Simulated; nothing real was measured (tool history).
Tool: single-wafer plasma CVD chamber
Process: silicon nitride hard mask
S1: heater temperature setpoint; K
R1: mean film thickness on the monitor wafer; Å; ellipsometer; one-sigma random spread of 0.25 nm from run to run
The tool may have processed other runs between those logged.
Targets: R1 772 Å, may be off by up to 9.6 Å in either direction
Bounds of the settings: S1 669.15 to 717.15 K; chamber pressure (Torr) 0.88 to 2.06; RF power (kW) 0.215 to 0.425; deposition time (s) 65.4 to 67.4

run 1 hour=0 | S1=693.15 chamber_pressure_(Torr)=1.47 RF_power_(kW)=0.32 deposition_time_(s)=65.4 | R1=727.03
run 2 hour=6.8 | S1=693.15 chamber_pressure_(Torr)=1.5 RF_power_(kW)=0.32 deposition_time_(s)=65.4 | R1=725.96
run 3 hour=10.4 | S1=693.15 chamber_pressure_(Torr)=1.5 RF_power_(kW)=0.32 deposition_time_(s)=67.4 | R1=749.74
run 4 hour=11.4 | S1=693.15 chamber_pressure_(Torr)=1.51 RF_power_(kW)=0.32 deposition_time_(s)=67.4 | R1=749.1
run 5 hour=12.9 | S1=693.15 chamber_pressure_(Torr)=1.51 RF_power_(kW)=0.32 deposition_time_(s)=67.4 | R1=749.49
run 6 hour=19.6 | S1=693.15 chamber_pressure_(Torr)=1.53 RF_power_(kW)=0.32 deposition_time_(s)=67.4 | R1=750.68
run 7 hour=20.9 | S1=693.15 chamber_pressure_(Torr)=1.55 RF_power_(kW)=0.32 deposition_time_(s)=67.4 | R1=751.9
run 8 hour=25.8 | S1=693.15 chamber_pressure_(Torr)=1.57 RF_power_(kW)=0.32 deposition_time_(s)=67.4 | R1=753.87
-- hour=32.1 capacitance manometer re-zeroed and calibrated
run 9 hour=32.1 | S1=693.15 chamber_pressure_(Torr)=1.58 RF_power_(kW)=0.32 deposition_time_(s)=67.4 | R1=747.8

Consider the 5 candidate settings below. Which is the only one whose results all fall within their allowed miss of target?
run A hour=38.4 | S1=690.15 chamber_pressure_(Torr)=1.62 RF_power_(kW)=0.325 deposition_time_(s)=66.1 | R1=?
run B hour=38.4 | S1=691.15 chamber_pressure_(Torr)=1.57 RF_power_(kW)=0.335 deposition_time_(s)=65.4 | R1=?
run C hour=38.4 | S1=701.15 chamber_pressure_(Torr)=1.48 RF_power_(kW)=0.34 deposition_time_(s)=67.4 | R1=?
run D hour=38.4 | S1=686.15 chamber_pressure_(Torr)=1.76 RF_power_(kW)=0.345 deposition_time_(s)=67.4 | R1=?
run E hour=38.4 | S1=692.15 chamber_pressure_(Torr)=1.63 RF_power_(kW)=0.32 deposition_time_(s)=66.3 | R1=?

move=A R1=752.35
move=B R1=754.92
move=C R1=774.14
move=D R1=811.25
move=E R1=746.99
A: moves toward the targets from the last run without getting all of them in spec
B: moves toward the targets from the last run without getting all of them in spec
C: meets every target
D: takes the biggest miss from the last run beyond its target
E: roughly where the last run was
Move C is the one to make.

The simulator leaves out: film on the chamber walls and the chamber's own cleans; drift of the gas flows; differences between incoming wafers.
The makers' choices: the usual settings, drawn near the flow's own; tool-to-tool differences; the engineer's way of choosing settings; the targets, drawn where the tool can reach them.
